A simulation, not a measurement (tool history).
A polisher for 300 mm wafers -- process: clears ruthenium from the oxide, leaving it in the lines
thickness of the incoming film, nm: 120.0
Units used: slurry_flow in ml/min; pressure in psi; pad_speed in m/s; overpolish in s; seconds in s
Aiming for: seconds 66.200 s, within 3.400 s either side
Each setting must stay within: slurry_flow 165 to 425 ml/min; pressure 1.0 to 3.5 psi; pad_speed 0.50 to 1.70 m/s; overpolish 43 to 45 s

Run 1, hour 0.0: slurry_flow 275 ml/min, pressure 2.2 psi, pad_speed 1.10 m/s, overpolish 43 s. Result: seconds 78.891 s.
Run 2, hour 3.1: slurry_flow 275 ml/min, pressure 2.3 psi, pad_speed 1.10 m/s, overpolish 43 s. Result: seconds 76.669 s.
Run 3, hour 8.8: slurry_flow 275 ml/min, pressure 2.3 psi, pad_speed 0.88 m/s, overpolish 43 s. Result: seconds 87.802 s.
Run 4, hour 12.4: slurry_flow 340 ml/min, pressure 2.3 psi, pad_speed 0.88 m/s, overpolish 43 s. Result: seconds 87.646 s.
Run 5, hour 19.1: slurry_flow 340 ml/min, pressure 2.4 psi, pad_speed 0.88 m/s, overpolish 43 s. Result: seconds 83.464 s.
Run 6, hour 27.4: slurry_flow 340 ml/min, pressure 2.4 psi, pad_speed 0.88 m/s, overpolish 43 s. Result: seconds 84.844 s.
Run 7, hour 28.9: slurry_flow 340 ml/min, pressure 2.5 psi, pad_speed 0.88 m/s, overpolish 43 s. Result: seconds 81.199 s.
Run 8, hour 33.9: slurry_flow 340 ml/min, pressure 2.6 psi, pad_speed 0.88 m/s, overpolish 43 s. Result: seconds 77.514 s.

Exactly one of the 4 candidate moves below puts every result within its allowed miss. Which one?
Run A, hour 38.9: slurry_flow 415 ml/min, pressure 2.2 psi, pad_speed 0.72 m/s, overpolish 43 s. Result: seconds ?.
Run B, hour 38.9: slurry_flow 335 ml/min, pressure 2.9 psi, pad_speed 0.80 m/s, overpolish 43 s. Result: seconds ?.
Run C, hour 38.9: slurry_flow 340 ml/min, pressure 2.5 psi, pad_speed 1.22 m/s, overpolish 45 s. Result: seconds ?.
Run D, hour 38.9: slurry_flow 340 ml/min, pressure 3.3 psi, pad_speed 1.02 m/s, overpolish 43 s. Result: seconds ?.

move  seconds
   A   97.187
   B   75.768
   C   66.633
   D   59.713
A: lands further from the targets than the last run did
B: better than the last run, though not everything is in spec
C: hits every target within its allowed miss
D: moves the result that the last run missed by most past its target, out the other side
Move C is the one to make.
